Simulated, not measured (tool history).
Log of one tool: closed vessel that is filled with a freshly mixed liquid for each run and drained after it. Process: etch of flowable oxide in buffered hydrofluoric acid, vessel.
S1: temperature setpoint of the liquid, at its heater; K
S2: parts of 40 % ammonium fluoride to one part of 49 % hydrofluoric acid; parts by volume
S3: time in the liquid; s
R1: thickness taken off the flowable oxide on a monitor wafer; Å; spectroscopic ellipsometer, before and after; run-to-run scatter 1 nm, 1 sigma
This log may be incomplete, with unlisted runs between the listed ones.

run,hour,S1,S2,S3,R1
1,0.0,296.15,12,100,1917.1
2,1.8,294.65,12,100,1747.4
3,5.3,295.65,12,100,1860.0
4,8.1,293.65,12,100,1668.1
5,12.9,290.65,12,100,1393.5
6,19.7,292.65,12,100,1564.6

Run 7 has not been measured yet. What should we expect?
7,26.3,294.15,12,100,?

For run 7 the tool returned R1 1724.1 Å.

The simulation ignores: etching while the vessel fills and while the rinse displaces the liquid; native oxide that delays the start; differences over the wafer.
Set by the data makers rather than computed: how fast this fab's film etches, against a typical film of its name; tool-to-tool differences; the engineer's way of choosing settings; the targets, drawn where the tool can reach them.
